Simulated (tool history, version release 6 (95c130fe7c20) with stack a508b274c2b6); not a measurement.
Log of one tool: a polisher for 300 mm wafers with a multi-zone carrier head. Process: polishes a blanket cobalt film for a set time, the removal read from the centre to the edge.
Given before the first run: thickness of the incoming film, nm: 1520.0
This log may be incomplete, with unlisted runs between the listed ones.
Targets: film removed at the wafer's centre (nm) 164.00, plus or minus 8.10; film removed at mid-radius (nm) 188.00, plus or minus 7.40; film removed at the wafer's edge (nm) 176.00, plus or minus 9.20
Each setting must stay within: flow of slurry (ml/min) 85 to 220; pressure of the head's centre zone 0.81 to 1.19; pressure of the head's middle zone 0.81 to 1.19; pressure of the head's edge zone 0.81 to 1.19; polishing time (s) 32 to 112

run    day  flow of slurry (ml/min)  pressure of the head's centre zone  pressure of the head's middle zone  pressure of the head's edge zone  polishing time (s)  film removed at the wafer's centre (nm)  film removed at mid-radius (nm)  film removed at the wafer's edge (nm)
  1  0.000                      140                                1.00                                1.00                              1.00                  72                                   245.18                           259.33                                 256.93
  2  0.317                      140                                0.95                                1.00                              1.00                  72                                   232.86                           258.24                                 255.58
  3  0.629                      135                                0.94                                1.00                              0.96                  66                                   214.98                           231.86                                 229.93
  4  0.967                      135                                0.94                                1.00                              0.96                  58                                   181.28                           200.36                                 201.68
  5  1.246                      130                                0.93                                1.02                              0.93                  57                                   180.81                           205.15                                 192.28
  6  1.617                      130                                0.93                                1.02                              1.01                  57                                   176.73                           205.57                                 204.22
  7  1.733                      125                                0.92                                1.02                              0.98                  56                                   170.10                           199.14                                 199.97
  8  1.938                      125                                0.92                                1.02                              0.95                  55                                   171.02                           196.26                                 188.00
  9  2.133                      125                                0.92                                1.02                              0.95                  55                                   167.98                           192.38                                 188.09
 10  2.242                      120                                0.92                                1.03                              0.94                  55                                   170.42                           194.41                                 183.22
 11  2.542                      115                                0.92                                1.03                              0.94                  55                                   167.81                           193.44                                 185.75

Consider the 4 candidate settings below. Which is the only one whose results all fall within their allowed miss of target?
  A  2.842                       95                                0.87                                0.97                              0.91                  63                                        ?                                ?                                      ?
  B  2.842                      105                                0.89                                0.91                              0.93                  59                                        ?                                ?                                      ?
  C  2.842                      115                                0.87                                0.94                              1.05                  57                                        ?                                ?                                      ?
  D  2.842                      130                                0.88                                0.97                              0.81                  55                                        ?                                ?                                      ?

move  film removed at the wafer's centre (nm)  film removed at mid-radius (nm)  film removed at the wafer's edge (nm)
   A                                   174.50                           202.12                                 207.85
   B                                   171.42                           183.40                                 199.73
   C                                   165.41                           185.48                                 207.13
   D                                   165.91                           188.19                                 180.04
A: its largest miss is bigger than the last run's
B: its largest miss is bigger than the last run's
C: its largest miss is bigger than the last run's
D: every result within its allowed miss
Move D is the one to make.
